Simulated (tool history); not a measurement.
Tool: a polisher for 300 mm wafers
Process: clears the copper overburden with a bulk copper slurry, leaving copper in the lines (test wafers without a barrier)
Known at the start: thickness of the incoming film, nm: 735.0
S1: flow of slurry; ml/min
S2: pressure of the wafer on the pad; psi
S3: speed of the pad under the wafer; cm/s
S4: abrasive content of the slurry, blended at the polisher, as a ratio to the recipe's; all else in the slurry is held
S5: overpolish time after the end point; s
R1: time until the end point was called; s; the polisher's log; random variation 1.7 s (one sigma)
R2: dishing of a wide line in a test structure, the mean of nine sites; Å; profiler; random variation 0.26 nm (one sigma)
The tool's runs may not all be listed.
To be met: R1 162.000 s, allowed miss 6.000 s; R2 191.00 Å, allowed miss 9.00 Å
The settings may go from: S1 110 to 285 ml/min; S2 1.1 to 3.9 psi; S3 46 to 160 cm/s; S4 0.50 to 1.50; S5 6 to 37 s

run  hour   S1   S2   S3    S4  S5       R1      R2
  1   0.0  180  2.5  102  1.00  19   93.680  677.80
  2   6.0  225  2.5  102  1.00  19   91.627  682.14
  3  13.2  225  2.8  102  1.00  19   82.623  754.13
  4  15.2  200  2.8  102  1.00  19   83.910  743.69
  5  18.1  200  2.8  102  1.00  26   81.753  836.12
  6  18.8  220  2.8  102  1.00  26   82.255  850.49
  7  21.0  170  2.1   90  1.05  17  126.160  527.35
  8  25.3  160  1.9   90  1.15  15  136.040  451.93
  9  34.1  150  1.7   90  1.20  13  150.550  379.73
 10  42.8  110  1.1  106  1.45   6  201.230  152.66
 11  49.1  125  1.1  108  1.45   6  192.500  158.35
 12  50.5  175  1.4  108  1.45   8  141.070  266.52
 13  53.3  125  1.4  110  1.45   6  148.460  205.41
 14  59.3  120  1.4  110  1.45   6  151.970  193.74
 15  62.8  115  1.4  110  1.40   6  151.130  193.37
 16  68.2  115  1.4  110  1.40   7  153.560  228.14
 17  74.3  120  1.4  110  1.40   7  153.830  225.61

5 next moves are on the table. One of them brings every result within its allowed miss. Which?
  A  80.4  160  1.5  106  1.40   8   ?   ?
  B  80.4  115  1.8   96  1.30   9   ?   ?
  C  80.4  115  1.3  118  1.20  10   ?   ?
  D  80.4  110  1.3  120  1.35   8   ?   ?
  E  80.4  115  2.1   70  1.40   6   ?   ?

move       R1      R2
   A  141.420  266.86
   B  142.510  295.14
   C  161.930  283.28
   D  156.780  243.06
   E  163.720  187.45
A: further off than the last run
B: further off than the last run
C: further off than the last run
D: further off than the last run
E: meets every target
Move E is the one to make.

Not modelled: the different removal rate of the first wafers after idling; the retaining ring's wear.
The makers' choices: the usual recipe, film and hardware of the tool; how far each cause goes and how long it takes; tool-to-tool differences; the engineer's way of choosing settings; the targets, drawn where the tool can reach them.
